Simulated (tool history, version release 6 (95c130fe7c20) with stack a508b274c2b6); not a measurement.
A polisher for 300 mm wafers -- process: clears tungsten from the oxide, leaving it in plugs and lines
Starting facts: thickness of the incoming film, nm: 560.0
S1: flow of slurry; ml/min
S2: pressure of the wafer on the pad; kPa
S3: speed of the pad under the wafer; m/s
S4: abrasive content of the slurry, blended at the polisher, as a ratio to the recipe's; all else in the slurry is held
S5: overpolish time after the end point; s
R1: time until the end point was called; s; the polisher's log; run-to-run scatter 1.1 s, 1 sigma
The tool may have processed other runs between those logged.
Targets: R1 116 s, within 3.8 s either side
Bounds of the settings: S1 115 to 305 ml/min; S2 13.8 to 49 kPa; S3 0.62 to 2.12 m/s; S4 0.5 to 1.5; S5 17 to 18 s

run	day	S1	S2	S3	S4	S5	R1
1	0	195	31	1.36	1	17	74.033
2	0.267	195	29	1.36	1	17	80.747
3	0.358	195	27.6	1.36	1	17	84.732
4	0.575	195	27.6	1.68	1	17	68.578
5	0.617	195	25.5	1.68	1	17	74.644
6	0.842	165	25.5	1.68	1	17	76.063
7	1.075	165	24.1	1.68	1	17	80.076
8	1.388	165	22.8	1.68	1	17	83.756
9	1.433	165	21.4	1.68	1	17	89.675
10	1.592	165	20.7	1.68	1	17	93.232
11	1.667	165	20	1.68	1	17	94.815
12	2.012	165	19.3	1.68	1	17	99.481
13	2.104	165	18.6	1.68	1	17	101.9
14	2.242	155	14.5	1.68	1	17	131.65
15	2.292	210	15.2	1.68	1	17	120.44

4 next moves are on the table. One of them brings every result within its allowed miss. Which?
A	2.342	160	19.3	1.32	1	17	?
B	2.342	165	13.8	1.7	1.1	18	?
C	2.342	205	14.5	1.72	0.9	18	?
D	2.342	225	17.2	1.48	1.1	18	?

move	R1
A	126.49
B	132.57
C	126.82
D	118.33
A: moves away from the targets compared with the last run
B: moves away from the targets compared with the last run
C: moves away from the targets compared with the last run
D: all results land within tolerance of their targets
Go with D: it meets all targets.
